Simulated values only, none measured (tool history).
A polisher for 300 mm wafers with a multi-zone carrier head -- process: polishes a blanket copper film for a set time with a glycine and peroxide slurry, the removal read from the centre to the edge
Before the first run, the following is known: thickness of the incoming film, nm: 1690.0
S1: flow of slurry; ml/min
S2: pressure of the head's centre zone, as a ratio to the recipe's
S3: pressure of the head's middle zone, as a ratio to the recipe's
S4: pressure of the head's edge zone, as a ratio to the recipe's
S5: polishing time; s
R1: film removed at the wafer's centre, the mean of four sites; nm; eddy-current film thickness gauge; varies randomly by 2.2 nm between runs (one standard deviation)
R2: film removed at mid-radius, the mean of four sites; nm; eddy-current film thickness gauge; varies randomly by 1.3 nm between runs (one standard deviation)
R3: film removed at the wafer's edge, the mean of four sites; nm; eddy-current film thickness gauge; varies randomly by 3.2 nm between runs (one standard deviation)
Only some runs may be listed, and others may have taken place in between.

Run 1, day 0.000: S1 230 ml/min, S2 1.00, S3 1.00, S4 1.00, S5 63 s. Result: R1 286.03 nm, R2 286.76 nm, R3 284.62 nm.
Run 2, day 0.150: S1 230 ml/min, S2 1.00, S3 0.92, S4 1.00, S5 63 s. Result: R1 283.59 nm, R2 268.11 nm, R3 292.29 nm.
Run 3, day 0.396: S1 220 ml/min, S2 1.01, S3 0.90, S4 0.96, S5 58 s. Result: R1 264.43 nm, R2 240.28 nm, R3 257.95 nm.
Run 4, day 0.567: S1 220 ml/min, S2 1.06, S3 0.90, S4 0.96, S5 58 s. Result: R1 276.94 nm, R2 239.80 nm, R3 255.15 nm.
Run 5, day 0.717: S1 220 ml/min, S2 1.12, S3 0.90, S4 0.96, S5 58 s. Result: R1 296.63 nm, R2 237.09 nm, R3 257.04 nm.
Run 6, day 1.029: S1 220 ml/min, S2 1.16, S3 0.90, S4 0.96, S5 58 s. Result: R1 308.55 nm, R2 236.32 nm, R3 263.71 nm.
Run 7, day 1.329: S1 205 ml/min, S2 1.11, S3 0.87, S4 0.95, S5 56 s. Result: R1 282.95 nm, R2 221.11 nm, R3 245.74 nm.

Run 8 has not been measured yet. What should we expect?
Run 8, day 1.458: S1 195 ml/min, S2 1.07, S3 0.85, S4 0.94, S5 55 s. Result: R1 ?, R2 ?, R3 ?.

{"run 8": {"R1": 262.52, "R2": 213.39, "R3": 245.01}}
